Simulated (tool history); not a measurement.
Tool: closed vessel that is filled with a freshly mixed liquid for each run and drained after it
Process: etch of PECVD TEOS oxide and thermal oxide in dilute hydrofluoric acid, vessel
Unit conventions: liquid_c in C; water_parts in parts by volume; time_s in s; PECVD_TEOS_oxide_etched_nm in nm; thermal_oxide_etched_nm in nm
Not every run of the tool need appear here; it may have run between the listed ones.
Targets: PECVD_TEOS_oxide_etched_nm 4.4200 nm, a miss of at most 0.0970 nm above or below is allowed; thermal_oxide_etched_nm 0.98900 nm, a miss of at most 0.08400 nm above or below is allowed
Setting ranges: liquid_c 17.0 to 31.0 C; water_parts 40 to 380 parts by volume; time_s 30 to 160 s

run	hour	liquid_c	water_parts	time_s	PECVD_TEOS_oxide_etched_nm	thermal_oxide_etched_nm
1	0.0	23.0	210	80	5.8864	1.34150
2	1.8	23.0	210	65	4.7624	1.07080
3	7.5	23.0	285	65	3.2163	0.76995
4	9.2	25.0	280	65	3.5668	0.74825
5	12.9	24.5	270	65	3.6321	0.81822
6	15.7	25.0	265	65	3.7912	0.85182
7	22.7	25.5	260	65	3.9525	0.88384
8	27.9	26.0	260	65	4.0684	0.89716
9	36.9	26.5	260	65	4.1308	0.91291

Of the 5 settings listed for the next run, only one would bring every result within its allowed miss of target. Which one?
A	45.9	31.0	295	65	?	?
B	45.9	30.0	340	85	?	?
C	45.9	24.5	220	60	?	?
D	45.9	17.0	245	80	?	?
E	45.9	29.5	335	85	?	?

move	PECVD_TEOS_oxide_etched_nm	thermal_oxide_etched_nm
A	4.0152	0.88425
B	4.1945	0.92373
C	4.3536	0.95878
D	3.8435	0.84643
E	4.2147	0.92819
A: the biggest miss grows against the last run
B: moves toward the targets from the last run without getting all of them in spec
C: hits every target within its allowed miss
D: the biggest miss grows against the last run
E: moves toward the targets from the last run without getting all of them in spec
The right move is C.
